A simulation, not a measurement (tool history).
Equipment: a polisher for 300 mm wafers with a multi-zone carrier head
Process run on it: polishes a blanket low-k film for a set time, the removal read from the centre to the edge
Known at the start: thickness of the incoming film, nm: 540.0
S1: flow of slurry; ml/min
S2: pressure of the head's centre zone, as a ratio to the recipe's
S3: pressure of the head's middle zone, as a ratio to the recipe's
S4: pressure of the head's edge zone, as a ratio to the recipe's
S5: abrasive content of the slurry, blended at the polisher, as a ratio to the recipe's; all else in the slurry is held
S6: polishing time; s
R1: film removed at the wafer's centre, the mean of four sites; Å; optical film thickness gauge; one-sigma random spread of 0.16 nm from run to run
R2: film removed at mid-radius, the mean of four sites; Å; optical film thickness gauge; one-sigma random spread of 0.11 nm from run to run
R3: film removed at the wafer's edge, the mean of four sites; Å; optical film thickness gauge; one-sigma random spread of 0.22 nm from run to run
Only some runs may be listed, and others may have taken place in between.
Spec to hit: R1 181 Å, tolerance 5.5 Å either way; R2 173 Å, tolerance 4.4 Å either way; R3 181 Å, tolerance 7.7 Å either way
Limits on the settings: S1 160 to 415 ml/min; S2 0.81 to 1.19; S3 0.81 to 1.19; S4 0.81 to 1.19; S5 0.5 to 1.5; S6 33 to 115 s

Run 1, hour 0: S1 265 ml/min, S2 1, S3 1, S4 1, S5 1, S6 73 s. Result: R1 289.87 Å, R2 286.93 Å, R3 288.56 Å.
Run 2, hour 2.9: S1 260 ml/min, S2 0.99, S3 0.98, S4 0.98, S5 0.9, S6 71 s. Result: R1 266.68 Å, R2 259.34 Å, R3 258.19 Å.
Run 3, hour 11.5: S1 260 ml/min, S2 0.99, S3 0.98, S4 0.98, S5 0.9, S6 57 s. Result: R1 211.54 Å, R2 209.44 Å, R3 212.15 Å.
Run 4, hour 15.5: S1 260 ml/min, S2 0.99, S3 0.98, S4 0.98, S5 1, S6 57 s. Result: R1 222.05 Å, R2 220.22 Å, R3 219.41 Å.
Run 5, hour 18.9: S1 255 ml/min, S2 0.97, S3 0.95, S4 0.96, S5 1, S6 57 s. Result: R1 216.8 Å, R2 213.7 Å, R3 222.34 Å.
Run 6, hour 24.6: S1 255 ml/min, S2 0.97, S3 0.94, S4 0.95, S5 0.95, S6 57 s. Result: R1 214.07 Å, R2 206.54 Å, R3 216.73 Å.
Run 7, hour 30.2: S1 255 ml/min, S2 0.97, S3 0.94, S4 0.95, S5 0.95, S6 57 s. Result: R1 210.3 Å, R2 207.84 Å, R3 213.13 Å.
Run 8, hour 31.2: S1 250 ml/min, S2 0.97, S3 0.92, S4 0.93, S5 0.9, S6 57 s. Result: R1 205.64 Å, R2 199.16 Å, R3 208.47 Å.
Run 9, hour 36.3: S1 250 ml/min, S2 0.97, S3 0.91, S4 0.92, S5 0.85, S6 57 s. Result: R1 199.22 Å, R2 193.11 Å, R3 203.04 Å.
Run 10, hour 41.5: S1 250 ml/min, S2 0.97, S3 0.91, S4 0.92, S5 0.85, S6 57 s. Result: R1 201.83 Å, R2 190.31 Å, R3 200 Å.
Run 11, hour 44.3: S1 245 ml/min, S2 0.96, S3 0.9, S4 0.91, S5 0.85, S6 57 s. Result: R1 199.25 Å, R2 188.9 Å, R3 194.41 Å.
Run 12, hour 45.1: S1 240 ml/min, S2 0.95, S3 0.89, S4 0.91, S5 0.85, S6 57 s. Result: R1 196 Å, R2 185.79 Å, R3 198.98 Å.
Run 13, hour 53.4: S1 235 ml/min, S2 0.94, S3 0.89, S4 0.9, S5 0.85, S6 57 s. Result: R1 193.64 Å, R2 188.62 Å, R3 197.32 Å.
Run 14, hour 57.5: S1 230 ml/min, S2 0.94, S3 0.88, S4 0.89, S5 0.85, S6 57 s. Result: R1 192.93 Å, R2 183.64 Å, R3 195.25 Å.
Run 15, hour 65.5: S1 225 ml/min, S2 0.94, S3 0.88, S4 0.88, S5 0.85, S6 57 s. Result: R1 191.23 Å, R2 182.95 Å, R3 194.69 Å.
Run 16, hour 66.6: S1 220 ml/min, S2 0.94, S3 0.88, S4 0.87, S5 0.85, S6 57 s. Result: R1 194.67 Å, R2 181.58 Å, R3 189.63 Å.
Run 17, hour 68.8: S1 215 ml/min, S2 0.93, S3 0.88, S4 0.87, S5 0.85, S6 57 s. Result: R1 192.85 Å, R2 182.5 Å, R3 192.95 Å.
Run 18, hour 77.8: S1 215 ml/min, S2 0.91, S3 0.87, S4 0.82, S5 0.75, S6 57 s. Result: R1 173.89 Å, R2 168 Å, R3 177.43 Å.

Next run, 4 choices. One meets every target within its allowed miss, the rest don't. Which?
Run A, hour 86.8: S1 185 ml/min, S2 0.9, S3 0.88, S4 0.86, S5 0.85, S6 55 s. Result: R1 ?, R2 ?, R3 ?.
Run B, hour 86.8: S1 215 ml/min, S2 0.9, S3 0.83, S4 0.86, S5 1, S6 49 s. Result: R1 ?, R2 ?, R3 ?.
Run C, hour 86.8: S1 160 ml/min, S2 1.08, S3 0.93, S4 0.81, S5 0.75, S6 55 s. Result: R1 ?, R2 ?, R3 ?.
Run D, hour 86.8: S1 165 ml/min, S2 0.92, S3 0.86, S4 0.81, S5 0.8, S6 59 s. Result: R1 ?, R2 ?, R3 ?.

move      R1      R2      R3
   A  172.16   174.7  182.22
   B  169.44   163.5     178
   C  189.16  167.54  163.71
   D  179.34  175.08  182.27
A: misses by more than the last run did
B: misses by more than the last run did
C: pushes the last run's worst result past its target
D: every result lands within tolerance
D is the move that brings every result within its allowed miss.

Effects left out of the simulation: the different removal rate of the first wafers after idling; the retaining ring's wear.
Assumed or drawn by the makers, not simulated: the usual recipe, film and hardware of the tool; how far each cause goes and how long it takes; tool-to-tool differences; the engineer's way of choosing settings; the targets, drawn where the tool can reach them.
